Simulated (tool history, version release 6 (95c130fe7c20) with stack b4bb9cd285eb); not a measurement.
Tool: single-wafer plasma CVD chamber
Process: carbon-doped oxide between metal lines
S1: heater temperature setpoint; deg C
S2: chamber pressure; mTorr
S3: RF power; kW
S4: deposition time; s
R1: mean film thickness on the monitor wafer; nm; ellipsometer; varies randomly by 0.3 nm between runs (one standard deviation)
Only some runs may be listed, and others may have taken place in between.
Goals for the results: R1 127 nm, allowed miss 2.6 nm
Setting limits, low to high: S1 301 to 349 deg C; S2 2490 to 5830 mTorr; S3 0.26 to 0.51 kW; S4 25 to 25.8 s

run  hour   S1    S2     S3  S4      R1
  1     0  325  4160  0.385  25  114.42
  2   0.8  322  4320   0.39  25  117.88
  3   2.1  317  4320   0.39  25  119.74
  4   8.1  315  4420   0.39  25  121.74
  5   9.4  315  3780   0.39  25  118.12
  6  15.3  313  3900  0.395  25  121.54
  7  17.7  311  3960  0.395  25  123.54
  8  23.3  310  3990  0.395  25  123.83
  9  24.1  309  4020  0.395  25  124.19

Which of these 5 next moves meets every target?
  A  24.9  311  4270   0.37  25.8   ?
  B  24.9  308  4190   0.39  25.8   ?
  C  24.9  311  3740  0.415  25.8   ?
  D  24.9  310  4080  0.385  25.1   ?
  E  24.9  306  3430   0.44    25   ?

move      R1
   A  120.23
   B  127.68
   C  131.37
   D  121.28
   E  135.61
A: the biggest miss grows against the last run
B: all results land within tolerance of their targets
C: moves the result that the last run missed by most past its target, out the other side
D: the biggest miss grows against the last run
E: moves the result that the last run missed by most past its target, out the other side
Correct choice: B, which meets every target

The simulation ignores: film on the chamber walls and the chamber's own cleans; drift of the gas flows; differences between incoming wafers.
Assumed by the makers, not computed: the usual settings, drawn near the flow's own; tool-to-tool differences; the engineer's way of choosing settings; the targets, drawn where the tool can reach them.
